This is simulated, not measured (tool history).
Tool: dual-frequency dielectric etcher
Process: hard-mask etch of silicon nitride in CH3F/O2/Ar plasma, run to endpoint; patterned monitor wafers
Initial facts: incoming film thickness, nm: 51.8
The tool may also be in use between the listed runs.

run	day	source power (kW)	bias power (kW)	endpoint time (s)
1	0.000	0.400	0.084	74.263
2	0.096	0.410	0.085	72.442
3	0.175	0.420	0.086	70.953
4	0.546	0.430	0.086	70.255
5	0.725	0.430	0.078	73.805
6	1.067	0.430	0.090	69.216

Estimate the outcome of run 7 from the log above:
7	1.221	0.440	0.090	?

{"run 7": {"endpoint time (s)": 69.3}}
